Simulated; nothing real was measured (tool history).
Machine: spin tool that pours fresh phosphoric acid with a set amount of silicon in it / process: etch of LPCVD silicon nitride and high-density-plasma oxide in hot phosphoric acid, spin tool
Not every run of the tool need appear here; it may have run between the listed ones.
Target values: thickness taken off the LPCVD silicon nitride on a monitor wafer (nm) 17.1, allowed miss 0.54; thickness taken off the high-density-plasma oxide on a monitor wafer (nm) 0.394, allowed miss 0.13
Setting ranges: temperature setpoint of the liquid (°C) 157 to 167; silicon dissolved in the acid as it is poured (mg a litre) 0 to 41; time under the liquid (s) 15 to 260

run,hour,temperature setpoint of the liquid (°C),silicon dissolved in the acid as it is poured (mg a litre),time under the liquid (s),thickness taken off the LPCVD silicon nitride on a monitor wafer (nm),thickness taken off the high-density-plasma oxide on a monitor wafer (nm)
1,0,162,18,130,12.871,0.38276
2,7.1,162.5,20.5,135,13.743,0.35696
3,15.9,164.5,20.5,135,14.522,0.49972
4,17.1,164.5,23,140,15.154,0.43849
5,25.2,164.5,14,140,15.153,0.51388
6,33.2,165.5,14,140,15.797,0.5126
7,33.8,165.5,18,140,15.334,0.58059
8,38.3,165,19,145,15.869,0.57972
9,39.3,164,20.5,150,15.957,0.41723
10,47.9,164,21,150,15.745,0.40128
11,55.3,164,21.5,150,15.982,0.48454
12,58.9,164,23.5,155,16.073,0.45396

Consider the 5 candidate settings below. Which is the only one whose results all fall within their allowed miss of target?
A,62.5,163.5,27,150,?,?
B,62.5,163,29,175,?,?
C,62.5,164.5,30,160,?,?
D,62.5,167,7,145,?,?
E,62.5,165,7.5,165,?,?

move,thickness taken off the LPCVD silicon nitride on a monitor wafer (nm),thickness taken off the high-density-plasma oxide on a monitor wafer (nm)
A,15.602,0.35782
B,17.904,0.37374
C,17.2,0.3665
D,16.916,0.76379
E,18.031,0.74461
A: moves away from the targets compared with the last run
B: carries the result that was furthest off beyond its target, to the other side
C: all results in spec
D: corrects the largest miss of the last run, while another result sits out of spec
E: carries the result that was furthest off beyond its target, to the other side
Correct choice: C, which meets every target
